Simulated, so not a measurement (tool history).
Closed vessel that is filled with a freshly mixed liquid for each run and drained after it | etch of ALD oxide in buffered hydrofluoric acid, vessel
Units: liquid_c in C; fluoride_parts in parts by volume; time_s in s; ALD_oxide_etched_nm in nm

run	hour	liquid_c	fluoride_parts	time_s	ALD_oxide_etched_nm
1	0.0	22.0	20.0	90	62.477
2	6.4	22.0	20.0	95	65.227
3	11.6	22.0	22.5	95	58.578
4	20.8	21.0	23.5	95	53.438
5	23.9	22.5	23.5	95	57.885
6	28.4	24.5	23.5	95	65.063
7	36.5	23.0	24.5	95	58.168

Run 8 comes next. What will it give?
8	41.2	21.5	25.5	95	?

{"run 8": {"ALD_oxide_etched_nm": 52.013}}

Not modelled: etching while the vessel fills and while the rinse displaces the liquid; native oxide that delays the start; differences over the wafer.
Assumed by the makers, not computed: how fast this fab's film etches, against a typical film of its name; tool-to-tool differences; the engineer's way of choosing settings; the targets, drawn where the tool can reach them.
